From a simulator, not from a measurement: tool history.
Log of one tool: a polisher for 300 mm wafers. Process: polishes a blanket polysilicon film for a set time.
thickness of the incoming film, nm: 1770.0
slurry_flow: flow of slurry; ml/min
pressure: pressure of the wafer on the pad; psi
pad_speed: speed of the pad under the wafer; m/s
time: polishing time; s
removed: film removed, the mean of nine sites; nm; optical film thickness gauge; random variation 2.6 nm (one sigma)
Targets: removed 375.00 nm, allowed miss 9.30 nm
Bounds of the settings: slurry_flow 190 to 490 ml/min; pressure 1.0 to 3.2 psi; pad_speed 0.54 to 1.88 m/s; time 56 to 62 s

run 1 hour=0.0 | slurry_flow=315 pressure=2.1 pad_speed=1.20 time=62 | removed=496.12
run 2 hour=0.8 | slurry_flow=315 pressure=2.6 pad_speed=1.20 time=62 | removed=603.05
run 3 hour=3.4 | slurry_flow=315 pressure=2.6 pad_speed=1.40 time=62 | removed=674.61
run 4 hour=9.6 | slurry_flow=315 pressure=2.4 pad_speed=1.40 time=62 | removed=631.68
run 5 hour=12.7 | slurry_flow=265 pressure=2.4 pad_speed=1.40 time=62 | removed=622.60
run 6 hour=17.2 | slurry_flow=265 pressure=2.4 pad_speed=1.40 time=62 | removed=622.48
run 7 hour=21.1 | slurry_flow=265 pressure=2.2 pad_speed=1.40 time=62 | removed=569.92
run 8 hour=23.6 | slurry_flow=265 pressure=2.1 pad_speed=1.40 time=62 | removed=551.93
run 9 hour=26.9 | slurry_flow=260 pressure=1.5 pad_speed=1.38 time=62 | removed=406.70
run 10 hour=35.4 | slurry_flow=255 pressure=1.3 pad_speed=1.38 time=62 | removed=359.16
run 11 hour=38.8 | slurry_flow=260 pressure=1.3 pad_speed=1.38 time=62 | removed=361.95
run 12 hour=47.4 | slurry_flow=275 pressure=1.4 pad_speed=1.38 time=62 | removed=386.88
run 13 hour=54.2 | slurry_flow=270 pressure=1.4 pad_speed=1.38 time=62 | removed=387.11
-- hour=55.5 worn pad replaced by a new one
run 14 hour=55.5 | slurry_flow=265 pressure=1.4 pad_speed=1.38 time=62 | removed=431.93
run 15 hour=58.0 | slurry_flow=260 pressure=1.4 pad_speed=1.38 time=62 | removed=429.21
run 16 hour=61.0 | slurry_flow=275 pressure=1.4 pad_speed=1.38 time=62 | removed=435.63
run 17 hour=66.3 | slurry_flow=270 pressure=1.4 pad_speed=1.38 time=62 | removed=431.72
run 18 hour=67.3 | slurry_flow=260 pressure=1.4 pad_speed=1.38 time=62 | removed=433.39
run 19 hour=68.1 | slurry_flow=275 pressure=1.4 pad_speed=1.38 time=62 | removed=431.23
run 20 hour=75.1 | slurry_flow=270 pressure=1.4 pad_speed=1.38 time=62 | removed=428.21
run 21 hour=83.4 | slurry_flow=260 pressure=1.4 pad_speed=1.38 time=62 | removed=429.50
run 22 hour=89.8 | slurry_flow=275 pressure=1.4 pad_speed=1.38 time=62 | removed=435.75
run 23 hour=93.9 | slurry_flow=270 pressure=1.4 pad_speed=1.38 time=62 | removed=433.11
run 24 hour=97.4 | slurry_flow=260 pressure=1.4 pad_speed=1.38 time=62 | removed=431.41
run 25 hour=103.3 | slurry_flow=275 pressure=1.4 pad_speed=1.38 time=62 | removed=433.26
run 26 hour=107.8 | slurry_flow=265 pressure=1.4 pad_speed=1.38 time=62 | removed=431.20
run 27 hour=115.0 | slurry_flow=260 pressure=1.4 pad_speed=1.38 time=62 | removed=429.22

Which of these 5 next moves meets every target?
run A hour=122.2 | slurry_flow=225 pressure=1.3 pad_speed=1.42 time=62 | removed=?
run B hour=122.2 | slurry_flow=250 pressure=1.4 pad_speed=1.40 time=57 | removed=?
run C hour=122.2 | slurry_flow=190 pressure=1.2 pad_speed=1.64 time=60 | removed=?
run D hour=122.2 | slurry_flow=265 pressure=1.3 pad_speed=1.36 time=58 | removed=?
run E hour=122.2 | slurry_flow=360 pressure=1.7 pad_speed=1.26 time=62 | removed=?

move=A removed=404.03
move=B removed=395.89
move=C removed=397.37
move=D removed=374.04
move=E removed=486.92
A: nearer than the last run, and not there yet
B: nearer than the last run, and not there yet
C: nearer than the last run, and not there yet
D: meets every target
E: further off than the last run
Answer: D
